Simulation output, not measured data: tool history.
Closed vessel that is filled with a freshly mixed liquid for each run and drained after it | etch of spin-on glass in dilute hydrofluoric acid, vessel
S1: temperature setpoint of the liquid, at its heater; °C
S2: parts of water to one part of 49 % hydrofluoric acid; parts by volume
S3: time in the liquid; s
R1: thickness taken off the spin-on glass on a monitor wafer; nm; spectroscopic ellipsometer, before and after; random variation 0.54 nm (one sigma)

run  hour    S1   S2   S3      R1
  1     0    24  250  305  45.251
  2     9  25.5  250  305  48.213
  3  11.6    24  250  305  46.736
  4  20.7    25  245  305  48.426
  5  27.2    25  160  305  80.822
  6  34.1    25  160  325  86.368
  7  35.7  23.5  165  325  81.217

Forecast run 8:
  8    40  22.5  170  325   ?

{"run 8": {"R1": 73.851}}
